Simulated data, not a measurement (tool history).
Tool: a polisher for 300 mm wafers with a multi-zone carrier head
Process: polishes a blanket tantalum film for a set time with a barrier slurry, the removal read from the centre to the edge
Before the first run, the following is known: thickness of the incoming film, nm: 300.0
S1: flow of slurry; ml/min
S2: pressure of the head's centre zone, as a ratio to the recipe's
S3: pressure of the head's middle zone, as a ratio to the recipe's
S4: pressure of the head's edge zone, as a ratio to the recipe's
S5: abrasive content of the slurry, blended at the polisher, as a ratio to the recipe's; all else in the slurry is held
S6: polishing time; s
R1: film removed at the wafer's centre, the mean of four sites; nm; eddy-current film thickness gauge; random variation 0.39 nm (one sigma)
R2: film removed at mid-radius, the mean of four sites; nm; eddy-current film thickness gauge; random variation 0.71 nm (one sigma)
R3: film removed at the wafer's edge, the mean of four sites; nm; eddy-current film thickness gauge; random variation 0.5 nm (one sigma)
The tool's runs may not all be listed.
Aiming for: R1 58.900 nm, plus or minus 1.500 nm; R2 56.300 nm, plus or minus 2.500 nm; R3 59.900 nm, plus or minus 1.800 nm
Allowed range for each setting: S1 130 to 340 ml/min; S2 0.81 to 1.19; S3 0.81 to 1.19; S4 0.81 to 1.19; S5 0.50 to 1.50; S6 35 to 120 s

run	hour	S1	S2	S3	S4	S5	S6	R1	R2	R3
1	0.0	220	1.00	1.00	1.00	1.00	77	97.395	95.348	97.317
2	3.9	220	0.94	1.00	1.00	1.00	77	91.881	95.429	97.237
3	8.2	220	0.94	1.00	0.96	1.00	77	91.515	96.212	94.120
4	11.7	220	0.94	1.00	0.92	1.00	77	91.027	94.915	92.553
5	13.7	215	0.93	0.98	0.91	0.90	74	84.949	90.551	85.421
6	14.8	215	0.93	0.98	0.91	0.90	81	93.258	98.121	93.910
7	16.8	210	0.93	0.95	0.92	0.85	76	86.754	87.128	85.844
8	18.7	205	0.91	0.93	0.92	0.80	74	80.072	81.513	83.573
9	19.6	220	0.95	0.87	0.84	0.55	52	52.774	50.062	49.496
10	24.9	225	0.95	0.88	0.87	0.55	52	52.287	49.959	50.591
11	26.6	225	0.96	0.89	0.89	0.60	52	55.086	51.137	52.798
12	30.0	225	0.96	0.90	0.91	0.60	52	53.982	51.156	54.192
13	34.2	225	0.97	0.91	0.92	0.60	52	55.067	52.809	53.718
14	41.0	225	0.97	0.92	0.94	0.60	52	55.586	52.442	54.753
15	44.2	225	0.97	0.93	0.95	0.60	52	55.918	53.640	54.525
16	45.5	225	0.97	0.93	0.97	0.60	52	55.451	51.782	56.311
17	51.1	225	0.97	0.94	0.98	0.60	52	55.498	54.462	55.145
18	58.9	225	0.97	0.94	0.99	0.60	52	55.136	54.062	55.498
19	67.2	225	0.98	0.94	1.00	0.60	52	56.313	53.436	56.286
20	73.8	225	0.98	0.95	1.01	0.60	52	56.495	52.820	56.431

Which single option among these 4 for the next run brings every result within its allowed miss of target? Just one does.
A	80.4	245	0.89	1.04	1.11	0.85	51	?	?	?
B	80.4	240	0.87	0.94	1.06	0.65	57	?	?	?
C	80.4	295	0.96	0.91	1.02	0.75	50	?	?	?
D	80.4	220	0.90	1.03	1.15	0.85	51	?	?	?

move	R1	R2	R3
A	55.648	63.119	63.961
B	55.885	61.112	64.367
C	58.015	56.225	58.936
D	55.446	61.906	64.484
A: the result that was furthest off in the last run now lies on the other side of its target
B: the result that was furthest off in the last run now lies on the other side of its target
C: in spec on every target
D: the result that was furthest off in the last run now lies on the other side of its target
Move C is the one to make.

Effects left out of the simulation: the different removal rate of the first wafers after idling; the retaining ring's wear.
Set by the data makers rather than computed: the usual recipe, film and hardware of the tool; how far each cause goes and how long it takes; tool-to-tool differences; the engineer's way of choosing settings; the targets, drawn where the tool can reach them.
